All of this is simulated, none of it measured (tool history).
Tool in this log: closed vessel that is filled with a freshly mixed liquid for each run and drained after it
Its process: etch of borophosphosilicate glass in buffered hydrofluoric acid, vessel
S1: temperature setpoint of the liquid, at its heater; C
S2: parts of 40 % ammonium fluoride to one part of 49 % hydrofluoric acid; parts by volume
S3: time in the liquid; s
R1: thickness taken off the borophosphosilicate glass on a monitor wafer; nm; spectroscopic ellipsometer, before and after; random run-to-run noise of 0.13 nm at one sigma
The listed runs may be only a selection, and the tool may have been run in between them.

| run | hour | S1 | S2 | S3 | R1 |
|---|---|---|---|---|---|
| 1 | 0.0 | 25.0 | 22.0 | 30 | 50.269 |
| 2 | 1.3 | 21.5 | 22.0 | 30 | 41.629 |
| 3 | 5.6 | 21.0 | 23.0 | 30 | 39.413 |
| 4 | 7.0 | 21.0 | 17.5 | 30 | 49.131 |
| 5 | 13.7 | 23.5 | 17.5 | 30 | 56.327 |
| 6 | 17.7 | 23.5 | 17.5 | 30 | 56.594 |
| 7 | 23.9 | 22.5 | 19.0 | 30 | 49.610 |
| 8 | 27.2 | 18.5 | 26.0 | 30 | 31.840 |
| 9 | 32.6 | 18.5 | 26.5 | 30 | 31.235 |
| 10 | 38.6 | 18.5 | 27.0 | 30 | 30.415 |

Run 11, settings as shown, results not yet in. Your forecast:
| 11 | 45.0 | 17.5 | 28.0 | 30 | ? |

Run 11 produced R1 28.371 nm.

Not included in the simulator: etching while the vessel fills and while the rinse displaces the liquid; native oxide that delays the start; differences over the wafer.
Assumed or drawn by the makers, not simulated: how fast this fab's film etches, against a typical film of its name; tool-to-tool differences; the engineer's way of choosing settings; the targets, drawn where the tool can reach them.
